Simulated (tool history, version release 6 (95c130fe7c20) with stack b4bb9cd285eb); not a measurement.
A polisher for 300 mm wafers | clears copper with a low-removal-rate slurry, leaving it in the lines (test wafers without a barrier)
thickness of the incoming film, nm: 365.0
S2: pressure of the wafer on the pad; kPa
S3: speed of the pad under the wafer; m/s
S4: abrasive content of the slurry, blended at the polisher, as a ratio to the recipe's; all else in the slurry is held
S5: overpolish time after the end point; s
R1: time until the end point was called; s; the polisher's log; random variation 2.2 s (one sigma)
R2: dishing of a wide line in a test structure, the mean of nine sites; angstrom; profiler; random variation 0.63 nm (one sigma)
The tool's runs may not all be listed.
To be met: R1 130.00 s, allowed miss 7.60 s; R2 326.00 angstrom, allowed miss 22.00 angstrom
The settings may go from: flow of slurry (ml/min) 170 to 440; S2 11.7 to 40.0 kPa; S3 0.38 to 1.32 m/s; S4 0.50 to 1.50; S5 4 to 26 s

run 1 hour=0.0 | flow_of_slurry_(ml/min)=280 S2=25.5 S3=0.84 S4=1.00 S5=13 | R1=142.15 R2=246.95
run 2 hour=7.7 | flow_of_slurry_(ml/min)=280 S2=26.2 S3=0.84 S4=1.00 S5=14 | R1=134.04 R2=271.42
run 3 hour=10.9 | flow_of_slurry_(ml/min)=280 S2=26.2 S3=0.84 S4=1.00 S5=20 | R1=140.48 R2=353.19
run 4 hour=12.5 | flow_of_slurry_(ml/min)=280 S2=26.2 S3=0.84 S4=1.00 S5=25 | R1=141.18 R2=432.82
run 5 hour=19.3 | flow_of_slurry_(ml/min)=280 S2=26.2 S3=0.84 S4=1.15 S5=25 | R1=135.05 R2=464.11
run 6 hour=27.0 | flow_of_slurry_(ml/min)=340 S2=26.2 S3=0.84 S4=1.15 S5=25 | R1=135.75 R2=453.92
run 7 hour=32.5 | flow_of_slurry_(ml/min)=345 S2=27.6 S3=0.84 S4=1.15 S5=19 | R1=127.31 R2=370.13
run 8 hour=34.2 | flow_of_slurry_(ml/min)=345 S2=27.6 S3=0.84 S4=1.15 S5=18 | R1=122.38 R2=364.76

4 next moves are on the table. One of them brings every result within its allowed miss. Which?
run A hour=35.9 | flow_of_slurry_(ml/min)=320 S2=29.0 S3=0.88 S4=1.30 S5=17 | R1=? R2=?
run B hour=35.9 | flow_of_slurry_(ml/min)=380 S2=30.3 S3=0.82 S4=1.25 S5=18 | R1=? R2=?
run C hour=35.9 | flow_of_slurry_(ml/min)=335 S2=26.9 S3=0.86 S4=1.10 S5=17 | R1=? R2=?
run D hour=35.9 | flow_of_slurry_(ml/min)=200 S2=31.0 S3=0.92 S4=0.95 S5=17 | R1=? R2=?

move=A R1=113.04 R2=373.52
move=B R1=113.64 R2=391.25
move=C R1=128.27 R2=333.65
move=D R1=114.03 R2=371.48
A: further off than the last run
B: further off than the last run
C: meets every target
D: further off than the last run
Answer: C
